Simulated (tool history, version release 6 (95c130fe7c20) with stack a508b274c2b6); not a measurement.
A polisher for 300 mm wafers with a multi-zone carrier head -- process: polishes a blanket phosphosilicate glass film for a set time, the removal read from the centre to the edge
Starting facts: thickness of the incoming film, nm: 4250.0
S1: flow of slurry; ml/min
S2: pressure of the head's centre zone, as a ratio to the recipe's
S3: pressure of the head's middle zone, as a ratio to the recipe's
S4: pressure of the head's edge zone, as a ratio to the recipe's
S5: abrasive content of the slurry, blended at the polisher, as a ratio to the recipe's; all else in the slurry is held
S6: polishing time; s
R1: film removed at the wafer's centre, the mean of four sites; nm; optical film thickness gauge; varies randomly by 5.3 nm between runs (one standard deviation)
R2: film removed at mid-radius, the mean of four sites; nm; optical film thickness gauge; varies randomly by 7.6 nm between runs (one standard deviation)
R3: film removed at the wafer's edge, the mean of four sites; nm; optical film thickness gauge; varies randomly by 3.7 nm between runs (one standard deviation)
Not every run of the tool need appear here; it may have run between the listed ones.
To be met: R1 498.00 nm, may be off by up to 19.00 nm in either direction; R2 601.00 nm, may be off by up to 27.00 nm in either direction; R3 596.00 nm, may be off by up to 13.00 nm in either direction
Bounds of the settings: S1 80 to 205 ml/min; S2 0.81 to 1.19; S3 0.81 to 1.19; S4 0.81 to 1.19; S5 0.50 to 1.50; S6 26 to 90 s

run	hour	S1	S2	S3	S4	S5	S6	R1	R2	R3
1	0.0	135	1.00	1.00	1.00	1.00	58	753.75	749.21	771.84
2	5.4	135	1.00	1.00	1.00	1.00	72	950.58	923.28	971.47
3	12.4	135	1.06	1.00	1.00	1.00	72	986.13	915.05	962.86
4	14.1	135	1.06	1.00	1.03	1.00	72	973.44	940.97	982.83
5	22.0	125	1.01	1.02	1.03	0.90	68	825.00	844.83	866.13
6	28.7	115	0.97	1.02	1.02	0.80	66	725.62	747.25	781.31
7	37.0	110	0.94	1.04	1.01	0.75	65	684.07	725.68	751.03
8	39.7	105	0.91	1.06	1.01	0.70	64	613.87	701.65	698.35
9	43.5	100	0.89	1.06	1.00	0.65	64	584.85	659.27	675.75
10	51.6	95	0.87	1.07	0.98	0.60	64	533.18	617.50	624.41
11	59.5	90	0.86	1.08	0.97	0.60	64	523.83	624.06	614.47
12	64.1	90	0.85	1.08	0.97	0.60	64	517.35	623.48	621.85
13	69.4	80	0.84	1.07	0.92	0.55	64	474.88	576.24	563.73
14	74.9	85	0.84	1.07	0.93	0.55	64	487.79	587.38	576.32
15	79.9	90	0.84	1.07	0.93	0.55	64	496.75	582.19	585.32

Exercise: of the 5 proposed moves below, exactly one satisfies all targets within the stated allowed misses. Which move is it?
A	84.9	80	0.86	1.15	0.98	0.60	60	?	?	?
B	84.9	80	0.86	1.17	0.94	0.60	61	?	?	?
C	84.9	80	0.87	1.11	0.99	0.65	60	?	?	?
D	84.9	95	0.88	1.09	0.93	0.50	65	?	?	?
E	84.9	115	0.82	1.09	0.93	0.50	64	?	?	?

move	R1	R2	R3
A	469.22	603.93	571.73
B	477.09	621.64	571.97
C	494.10	615.23	599.91
D	487.38	590.71	562.23
E	478.30	605.73	569.13
A: misses by more than the last run did
B: misses by more than the last run did
C: all results land within tolerance of their targets
D: misses by more than the last run did
E: misses by more than the last run did
Answer: C
